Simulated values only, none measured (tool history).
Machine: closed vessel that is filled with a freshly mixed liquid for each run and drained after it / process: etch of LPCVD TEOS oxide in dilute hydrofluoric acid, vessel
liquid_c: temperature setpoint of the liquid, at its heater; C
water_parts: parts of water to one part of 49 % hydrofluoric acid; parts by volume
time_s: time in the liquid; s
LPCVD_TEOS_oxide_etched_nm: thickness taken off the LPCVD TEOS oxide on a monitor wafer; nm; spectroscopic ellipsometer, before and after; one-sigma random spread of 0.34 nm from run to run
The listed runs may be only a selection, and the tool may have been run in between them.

Run 1, hour 0.0: liquid_c 21.0 C, water_parts 220 parts by volume, time_s 260 s. Result: LPCVD_TEOS_oxide_etched_nm 26.705 nm.
Run 2, hour 8.1: liquid_c 21.5 C, water_parts 220 parts by volume, time_s 260 s. Result: LPCVD_TEOS_oxide_etched_nm 27.153 nm.
Run 3, hour 16.9: liquid_c 22.0 C, water_parts 220 parts by volume, time_s 260 s. Result: LPCVD_TEOS_oxide_etched_nm 28.147 nm.
Run 4, hour 24.7: liquid_c 22.0 C, water_parts 220 parts by volume, time_s 260 s. Result: LPCVD_TEOS_oxide_etched_nm 27.738 nm.
Run 5, hour 28.0: liquid_c 22.0 C, water_parts 295 parts by volume, time_s 260 s. Result: LPCVD_TEOS_oxide_etched_nm 19.394 nm.
Run 6, hour 35.1: liquid_c 22.0 C, water_parts 215 parts by volume, time_s 260 s. Result: LPCVD_TEOS_oxide_etched_nm 28.135 nm.
Run 7, hour 43.0: liquid_c 22.5 C, water_parts 215 parts by volume, time_s 260 s. Result: LPCVD_TEOS_oxide_etched_nm 28.937 nm.
Run 8, hour 52.4: liquid_c 23.0 C, water_parts 215 parts by volume, time_s 260 s. Result: LPCVD_TEOS_oxide_etched_nm 29.525 nm.

Estimate the outcome of run 9 from the log above:
Run 9, hour 60.8: liquid_c 23.5 C, water_parts 215 parts by volume, time_s 260 s. Result: LPCVD_TEOS_oxide_etched_nm ?.

{"run 9": {"LPCVD_TEOS_oxide_etched_nm": 30.27}}
